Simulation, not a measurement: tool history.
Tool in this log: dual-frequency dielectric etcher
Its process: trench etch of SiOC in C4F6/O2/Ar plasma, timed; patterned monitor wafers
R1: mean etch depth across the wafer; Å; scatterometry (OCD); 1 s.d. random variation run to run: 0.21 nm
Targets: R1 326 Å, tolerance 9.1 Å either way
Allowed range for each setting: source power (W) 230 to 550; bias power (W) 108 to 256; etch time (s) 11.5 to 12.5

run 1 hour=0 | source_power_(W)=390 bias_power_(W)=182 etch_time_(s)=12.5 | R1=259.76
run 2 hour=5.2 | source_power_(W)=390 bias_power_(W)=182 etch_time_(s)=11.5 | R1=242.77
run 3 hour=6.9 | source_power_(W)=390 bias_power_(W)=156 etch_time_(s)=11.5 | R1=228.19
run 4 hour=13 | source_power_(W)=350 bias_power_(W)=156 etch_time_(s)=11.5 | R1=216.38
run 5 hour=18.6 | source_power_(W)=300 bias_power_(W)=156 etch_time_(s)=11.5 | R1=199.09
run 6 hour=21.7 | source_power_(W)=340 bias_power_(W)=166 etch_time_(s)=11.5 | R1=216.89
run 7 hour=23.5 | source_power_(W)=340 bias_power_(W)=166 etch_time_(s)=11.5 | R1=220.06
run 8 hour=29.3 | source_power_(W)=370 bias_power_(W)=176 etch_time_(s)=11.5 | R1=233.88
run 9 hour=37.8 | source_power_(W)=400 bias_power_(W)=183 etch_time_(s)=11.5 | R1=246.67
run 10 hour=43.9 | source_power_(W)=400 bias_power_(W)=183 etch_time_(s)=11.5 | R1=246.38
run 11 hour=49.3 | source_power_(W)=420 bias_power_(W)=190 etch_time_(s)=11.5 | R1=255.91
run 12 hour=54.9 | source_power_(W)=440 bias_power_(W)=197 etch_time_(s)=11.5 | R1=264.12
run 13 hour=62.9 | source_power_(W)=460 bias_power_(W)=204 etch_time_(s)=11.5 | R1=270.6

4 next moves are on the table. One of them brings every result within its allowed miss. Which?
run A hour=70.9 | source_power_(W)=500 bias_power_(W)=206 etch_time_(s)=12 | R1=?
run B hour=70.9 | source_power_(W)=520 bias_power_(W)=192 etch_time_(s)=12.5 | R1=?
run C hour=70.9 | source_power_(W)=530 bias_power_(W)=199 etch_time_(s)=12 | R1=?
run D hour=70.9 | source_power_(W)=510 bias_power_(W)=236 etch_time_(s)=12.5 | R1=?

move=A R1=293.64
move=B R1=304.11
move=C R1=297.95
move=D R1=323.12
A: moves toward the targets from the last run without getting all of them in spec
B: moves toward the targets from the last run without getting all of them in spec
C: moves toward the targets from the last run without getting all of them in spec
D: each result inside its tolerance
The move that meets every target is D.

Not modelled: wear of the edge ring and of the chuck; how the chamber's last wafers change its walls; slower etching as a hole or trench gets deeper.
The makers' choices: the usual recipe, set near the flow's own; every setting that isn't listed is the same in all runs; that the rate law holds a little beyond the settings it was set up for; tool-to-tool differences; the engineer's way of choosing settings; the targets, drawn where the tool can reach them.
